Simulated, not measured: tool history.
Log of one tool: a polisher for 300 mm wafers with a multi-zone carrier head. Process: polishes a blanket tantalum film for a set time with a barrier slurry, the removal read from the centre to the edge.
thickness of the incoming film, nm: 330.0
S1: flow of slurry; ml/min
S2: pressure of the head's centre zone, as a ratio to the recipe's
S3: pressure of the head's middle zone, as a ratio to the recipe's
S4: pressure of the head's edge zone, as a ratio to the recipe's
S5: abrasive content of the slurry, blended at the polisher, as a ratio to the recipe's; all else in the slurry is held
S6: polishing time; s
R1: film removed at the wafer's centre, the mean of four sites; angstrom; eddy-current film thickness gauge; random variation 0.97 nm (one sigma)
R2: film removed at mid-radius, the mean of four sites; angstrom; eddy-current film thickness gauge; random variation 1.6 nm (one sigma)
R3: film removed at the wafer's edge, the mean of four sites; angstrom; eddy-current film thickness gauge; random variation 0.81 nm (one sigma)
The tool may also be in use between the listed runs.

{"run": 1, "hour": 0.0, "S1": 275, "S2": 1, "S3": 1, "S4": 1, "S5": 1, "S6": 47, "R1": 1156.4, "R2": 1136.4, "R3": 1138.3}
{"run": 2, "hour": 3.7, "S1": 275, "S2": 1, "S3": 1, "S4": 1.03, "S5": 1, "S6": 47, "R1": 1154, "R2": 1125.3, "R3": 1164.1}
{"run": 3, "hour": 8.0, "S1": 275, "S2": 1.04, "S3": 1, "S4": 1.03, "S5": 1, "S6": 47, "R1": 1197.1, "R2": 1119, "R3": 1146}
{"run": 4, "hour": 16.9, "S1": 285, "S2": 1.04, "S3": 1.02, "S4": 1.05, "S5": 1.05, "S6": 47, "R1": 1220.3, "R2": 1158.2, "R3": 1164.4}
{"run": 5, "hour": 17.8, "S1": 290, "S2": 1.04, "S3": 1.03, "S4": 1.07, "S5": 1.1, "S6": 47, "R1": 1233, "R2": 1196, "R3": 1204.5}
{"run": 6, "hour": 19.1, "S1": 295, "S2": 1.04, "S3": 1.04, "S4": 1.08, "S5": 1.1, "S6": 47, "R1": 1251.7, "R2": 1194.5, "R3": 1204.5}
{"run": 7, "hour": 27.0, "S1": 300, "S2": 1.04, "S3": 1.05, "S4": 1.09, "S5": 1.1, "S6": 47, "R1": 1247.2, "R2": 1206.4, "R3": 1225.3}

Run 8 comes next. What will it give?
{"run": 8, "hour": 31.7, "S1": 310, "S2": 1.04, "S3": 1.06, "S4": 1.1, "S5": 1.1, "S6": 47, "R1": "?", "R2": "?", "R3": "?"}

R1: 1241.2 angstrom
R2: 1239.8 angstrom
R3: 1234.8 angstrom
